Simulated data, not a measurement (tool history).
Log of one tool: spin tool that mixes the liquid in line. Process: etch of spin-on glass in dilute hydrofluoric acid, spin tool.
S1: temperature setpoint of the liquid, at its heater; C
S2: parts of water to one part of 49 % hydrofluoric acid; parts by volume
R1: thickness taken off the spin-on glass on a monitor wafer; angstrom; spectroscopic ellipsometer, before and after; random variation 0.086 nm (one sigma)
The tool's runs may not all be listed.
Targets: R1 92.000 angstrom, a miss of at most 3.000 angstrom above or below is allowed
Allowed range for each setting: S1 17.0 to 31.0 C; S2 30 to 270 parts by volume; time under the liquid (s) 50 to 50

Run 1, hour 0.0: S1 23.0 C, S2 150 parts by volume, time under the liquid (s) 50. Result: R1 131.260 angstrom.
Run 2, hour 1.6: S1 23.0 C, S2 150 parts by volume, time under the liquid (s) 50. Result: R1 132.410 angstrom.
Run 3, hour 9.3: S1 22.0 C, S2 155 parts by volume, time under the liquid (s) 50. Result: R1 120.700 angstrom.
Run 4, hour 13.9: S1 21.0 C, S2 155 parts by volume, time under the liquid (s) 50. Result: R1 117.590 angstrom.
Run 5, hour 19.6: S1 21.0 C, S2 115 parts by volume, time under the liquid (s) 50. Result: R1 163.660 angstrom.
Run 6, hour 25.8: S1 20.5 C, S2 125 parts by volume, time under the liquid (s) 50. Result: R1 145.340 angstrom.
Run 7, hour 28.1: S1 20.5 C, S2 125 parts by volume, time under the liquid (s) 50. Result: R1 145.510 angstrom.
Run 8, hour 33.3: S1 20.0 C, S2 130 parts by volume, time under the liquid (s) 50. Result: R1 134.700 angstrom.
Run 9, hour 36.1: S1 19.5 C, S2 135 parts by volume, time under the liquid (s) 50. Result: R1 128.410 angstrom.
Run 10, hour 41.8: S1 19.0 C, S2 140 parts by volume, time under the liquid (s) 50. Result: R1 119.730 angstrom.
Run 11, hour 50.5: S1 18.5 C, S2 145 parts by volume, time under the liquid (s) 50. Result: R1 114.060 angstrom.
Run 12, hour 55.4: S1 18.5 C, S2 150 parts by volume, time under the liquid (s) 50. Result: R1 107.920 angstrom.
Run 13, hour 61.9: S1 17.5 C, S2 155 parts by volume, time under the liquid (s) 50. Result: R1 100.360 angstrom.

Exercise: of the 5 proposed moves below, exactly one satisfies all targets within the stated allowed misses. Which move is it?
Run A, hour 68.4: S1 18.0 C, S2 160 parts by volume, time under the liquid (s) 50. Result: R1 ?.
Run B, hour 68.4: S1 17.0 C, S2 155 parts by volume, time under the liquid (s) 50. Result: R1 ?.
Run C, hour 68.4: S1 17.5 C, S2 140 parts by volume, time under the liquid (s) 50. Result: R1 ?.
Run D, hour 68.4: S1 17.0 C, S2 150 parts by volume, time under the liquid (s) 50. Result: R1 ?.
Run E, hour 68.4: S1 17.0 C, S2 165 parts by volume, time under the liquid (s) 50. Result: R1 ?.

move       R1
   A   98.308
   B   97.914
   C  112.280
   D  101.670
   E   91.103
A: moves toward the targets from the last run without getting all of them in spec
B: moves toward the targets from the last run without getting all of them in spec
C: moves away from the targets compared with the last run
D: moves away from the targets compared with the last run
E: all results land within tolerance of their targets
Go with E: it meets all targets.

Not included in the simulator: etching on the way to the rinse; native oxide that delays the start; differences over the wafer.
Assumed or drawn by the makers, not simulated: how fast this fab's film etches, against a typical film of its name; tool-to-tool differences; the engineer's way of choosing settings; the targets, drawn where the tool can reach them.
